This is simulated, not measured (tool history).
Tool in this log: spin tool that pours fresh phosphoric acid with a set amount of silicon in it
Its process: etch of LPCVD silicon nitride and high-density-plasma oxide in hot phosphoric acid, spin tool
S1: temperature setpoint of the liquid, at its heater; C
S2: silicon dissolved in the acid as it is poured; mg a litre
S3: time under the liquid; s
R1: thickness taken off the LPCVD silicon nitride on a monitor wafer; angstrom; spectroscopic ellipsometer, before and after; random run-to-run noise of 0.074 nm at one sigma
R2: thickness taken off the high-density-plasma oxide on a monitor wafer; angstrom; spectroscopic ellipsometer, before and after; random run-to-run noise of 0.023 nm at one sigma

run 1 hour=0 | S1=163 S2=14.5 S3=180 | R1=162.58 R2=4.1834
run 2 hour=1.4 | S1=163 S2=14.5 S3=245 | R1=220.02 R2=5.4062
run 3 hour=2.9 | S1=163 S2=22.5 S3=245 | R1=221.69 R2=4.3253
run 4 hour=7.4 | S1=163 S2=27 S3=245 | R1=220.84 R2=3.7842
run 5 hour=12.9 | S1=163 S2=25.5 S3=245 | R1=221.56 R2=4.0288
run 6 hour=19.7 | S1=163 S2=32 S3=245 | R1=220.82 R2=2.9299
run 7 hour=20.9 | S1=163 S2=32 S3=245 | R1=221.63 R2=2.9132
run 8 hour=21.5 | S1=163 S2=30.5 S3=245 | R1=221.74 R2=3.2461

Forecast run 9:
run 9 hour=22.8 | S1=161 S2=21.5 S3=235 | R1=? R2=?

Run 9 gave R1 198.49 angstrom, R2 3.4801 angstrom.

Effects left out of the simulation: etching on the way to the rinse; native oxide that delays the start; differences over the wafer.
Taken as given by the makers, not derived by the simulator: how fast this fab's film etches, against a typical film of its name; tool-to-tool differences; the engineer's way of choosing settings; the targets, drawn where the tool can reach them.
